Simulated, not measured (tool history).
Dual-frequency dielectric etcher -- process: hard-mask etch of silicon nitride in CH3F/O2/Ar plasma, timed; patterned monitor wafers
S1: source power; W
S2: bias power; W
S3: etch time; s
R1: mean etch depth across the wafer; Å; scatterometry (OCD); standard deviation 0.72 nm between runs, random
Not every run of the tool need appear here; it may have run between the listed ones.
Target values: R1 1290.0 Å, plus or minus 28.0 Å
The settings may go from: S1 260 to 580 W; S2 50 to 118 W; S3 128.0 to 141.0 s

Run 1, hour 0.0: S1 420 W, S2 84 W, S3 141.0 s. Result: R1 1115.7 Å.
Run 2, hour 2.5: S1 450 W, S2 86 W, S3 141.0 s. Result: R1 1142.8 Å.
Run 3, hour 8.5: S1 400 W, S2 86 W, S3 141.0 s. Result: R1 1098.8 Å.
Run 4, hour 10.3: S1 330 W, S2 86 W, S3 141.0 s. Result: R1 1003.0 Å.
Run 5, hour 12.7: S1 330 W, S2 86 W, S3 141.0 s. Result: R1 1006.6 Å.
Run 6, hour 13.9: S1 330 W, S2 86 W, S3 141.0 s. Result: R1 1008.6 Å.
Run 7, hour 14.6: S1 380 W, S2 88 W, S3 141.0 s. Result: R1 1078.7 Å.
Run 8, hour 17.8: S1 420 W, S2 89 W, S3 141.0 s. Result: R1 1132.4 Å.
Run 9, hour 24.0: S1 450 W, S2 90 W, S3 141.0 s. Result: R1 1150.4 Å.
Run 10, hour 25.6: S1 450 W, S2 90 W, S3 141.0 s. Result: R1 1153.7 Å.
Run 11, hour 27.4: S1 480 W, S2 92 W, S3 141.0 s. Result: R1 1210.5 Å.
Run 12, hour 29.5: S1 490 W, S2 93 W, S3 141.0 s. Result: R1 1193.6 Å.
Run 13, hour 34.3: S1 510 W, S2 95 W, S3 141.0 s. Result: R1 1231.3 Å.
Run 14, hour 35.8: S1 520 W, S2 96 W, S3 141.0 s. Result: R1 1251.2 Å.
Run 15, hour 36.9: S1 530 W, S2 97 W, S3 141.0 s. Result: R1 1257.7 Å.

Exactly one of the 4 candidate moves below puts every result within its allowed miss. Which one?
Run A, hour 38.0: S1 490 W, S2 117 W, S3 132.5 s. Result: R1 ?.
Run B, hour 38.0: S1 580 W, S2 99 W, S3 130.5 s. Result: R1 ?.
Run C, hour 38.0: S1 510 W, S2 114 W, S3 141.0 s. Result: R1 ?.
Run D, hour 38.0: S1 500 W, S2 115 W, S3 133.5 s. Result: R1 ?.

move      R1
   A  1205.6
   B  1207.7
   C  1292.9
   D  1217.9
A: its largest miss is bigger than the last run's
B: its largest miss is bigger than the last run's
C: hits every target within its allowed miss
D: its largest miss is bigger than the last run's
So the answer is move C, the one that meets all the targets.
